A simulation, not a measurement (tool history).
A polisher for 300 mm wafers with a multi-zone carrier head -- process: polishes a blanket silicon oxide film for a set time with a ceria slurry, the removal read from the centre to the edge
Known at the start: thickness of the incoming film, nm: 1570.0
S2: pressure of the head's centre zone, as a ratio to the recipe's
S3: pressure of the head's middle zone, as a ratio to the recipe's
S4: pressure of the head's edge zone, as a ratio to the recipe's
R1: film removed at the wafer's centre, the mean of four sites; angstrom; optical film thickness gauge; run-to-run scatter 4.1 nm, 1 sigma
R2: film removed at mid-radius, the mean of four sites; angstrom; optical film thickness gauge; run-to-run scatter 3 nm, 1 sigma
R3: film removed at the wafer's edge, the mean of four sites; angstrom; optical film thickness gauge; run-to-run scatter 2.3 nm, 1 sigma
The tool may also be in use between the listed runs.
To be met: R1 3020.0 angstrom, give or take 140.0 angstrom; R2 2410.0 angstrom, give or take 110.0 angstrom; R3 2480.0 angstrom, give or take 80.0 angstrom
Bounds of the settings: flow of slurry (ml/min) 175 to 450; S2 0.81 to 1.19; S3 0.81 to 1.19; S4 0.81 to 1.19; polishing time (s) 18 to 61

{"run": 1, "hour": 0.0, "flow of slurry (ml/min)": 290, "S2": 1.0, "S3": 1.0, "S4": 1.0, "polishing time (s)": 39, "R1": 2257.3, "R2": 2259.4, "R3": 2285.7}
{"run": 2, "hour": 4.9, "flow of slurry (ml/min)": 250, "S2": 1.0, "S3": 1.0, "S4": 1.0, "polishing time (s)": 39, "R1": 2184.9, "R2": 2207.8, "R3": 2210.2}
{"run": 3, "hour": 6.3, "flow of slurry (ml/min)": 290, "S2": 1.0, "S3": 1.0, "S4": 1.0, "polishing time (s)": 39, "R1": 2328.0, "R2": 2287.3, "R3": 2244.3}
{"run": 4, "hour": 7.9, "flow of slurry (ml/min)": 290, "S2": 0.92, "S3": 1.0, "S4": 1.0, "polishing time (s)": 39, "R1": 2165.0, "R2": 2281.6, "R3": 2265.4}
{"run": 5, "hour": 11.7, "flow of slurry (ml/min)": 220, "S2": 0.92, "S3": 1.0, "S4": 1.0, "polishing time (s)": 39, "R1": 2077.5, "R2": 2200.7, "R3": 2198.3}
{"run": 6, "hour": 14.0, "flow of slurry (ml/min)": 220, "S2": 0.99, "S3": 1.0, "S4": 1.0, "polishing time (s)": 39, "R1": 2163.6, "R2": 2250.9, "R3": 2178.1}
{"run": 7, "hour": 14.8, "flow of slurry (ml/min)": 270, "S2": 1.05, "S3": 0.98, "S4": 0.98, "polishing time (s)": 40, "R1": 2424.3, "R2": 2285.0, "R3": 2301.1}
{"run": 8, "hour": 21.9, "flow of slurry (ml/min)": 300, "S2": 1.09, "S3": 0.97, "S4": 0.97, "polishing time (s)": 40, "R1": 2617.1, "R2": 2301.7, "R3": 2305.8}
{"run": 9, "hour": 25.6, "flow of slurry (ml/min)": 325, "S2": 1.11, "S3": 0.97, "S4": 0.98, "polishing time (s)": 40, "R1": 2661.8, "R2": 2274.2, "R3": 2312.8}
{"run": 10, "hour": 27.6, "flow of slurry (ml/min)": 335, "S2": 1.13, "S3": 0.97, "S4": 0.99, "polishing time (s)": 41, "R1": 2765.7, "R2": 2371.3, "R3": 2375.9}
{"run": 11, "hour": 32.0, "flow of slurry (ml/min)": 340, "S2": 1.14, "S3": 0.96, "S4": 0.99, "polishing time (s)": 41, "R1": 2812.3, "R2": 2325.0, "R3": 2361.1}

Which single option among these 4 for the next run brings every result within its allowed miss of target? Just one does.
{"run": "A", "hour": 36.4, "flow of slurry (ml/min)": 340, "S2": 1.18, "S3": 1.03, "S4": 0.99, "polishing time (s)": 43, "R1": "?", "R2": "?", "R3": "?"}
{"run": "B", "hour": 36.4, "flow of slurry (ml/min)": 360, "S2": 1.07, "S3": 0.84, "S4": 1.07, "polishing time (s)": 40, "R1": "?", "R2": "?", "R3": "?"}
{"run": "C", "hour": 36.4, "flow of slurry (ml/min)": 375, "S2": 1.1, "S3": 0.96, "S4": 1.01, "polishing time (s)": 42, "R1": "?", "R2": "?", "R3": "?"}
{"run": "D", "hour": 36.4, "flow of slurry (ml/min)": 405, "S2": 1.19, "S3": 0.94, "S4": 1.01, "polishing time (s)": 42, "R1": "?", "R2": "?", "R3": "?"}

move=A R1=2998.5 R2=2622.3 R3=2509.0
move=B R1=2537.7 R2=2121.5 R3=2429.1
move=C R1=2751.4 R2=2454.2 R3=2489.0
move=D R1=2996.4 R2=2430.2 R3=2500.5
A: the worst result of the last run now meets its target, but another is out of spec
B: the worst result of the last run now meets its target, but another is out of spec
C: the worst result of the last run now meets its target, but another is out of spec
D: all results land within tolerance of their targets
The move that meets every target is D.
